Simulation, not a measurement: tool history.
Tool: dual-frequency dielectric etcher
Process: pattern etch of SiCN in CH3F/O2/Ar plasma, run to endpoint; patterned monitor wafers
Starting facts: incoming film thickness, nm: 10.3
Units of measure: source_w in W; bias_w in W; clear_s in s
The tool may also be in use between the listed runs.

Run 1, day 0: source_w 350 W, bias_w 100 W. Result: clear_s 22.85 s.
Run 2, day 0.288: source_w 360 W, bias_w 101 W. Result: clear_s 22.079 s.
Run 3, day 0.492: source_w 360 W, bias_w 85 W. Result: clear_s 23.477 s.
Run 4, day 0.708: source_w 370 W, bias_w 86 W. Result: clear_s 22.9 s.
Run 5, day 1.012: source_w 370 W, bias_w 93 W. Result: clear_s 22.564 s.
Run 6, day 1.217: source_w 340 W, bias_w 93 W. Result: clear_s 23.536 s.

The next listed run, before its measurement:
Run 7, day 1.488: source_w 350 W, bias_w 94 W. Result: clear_s ?.

clear_s: 22.731 s

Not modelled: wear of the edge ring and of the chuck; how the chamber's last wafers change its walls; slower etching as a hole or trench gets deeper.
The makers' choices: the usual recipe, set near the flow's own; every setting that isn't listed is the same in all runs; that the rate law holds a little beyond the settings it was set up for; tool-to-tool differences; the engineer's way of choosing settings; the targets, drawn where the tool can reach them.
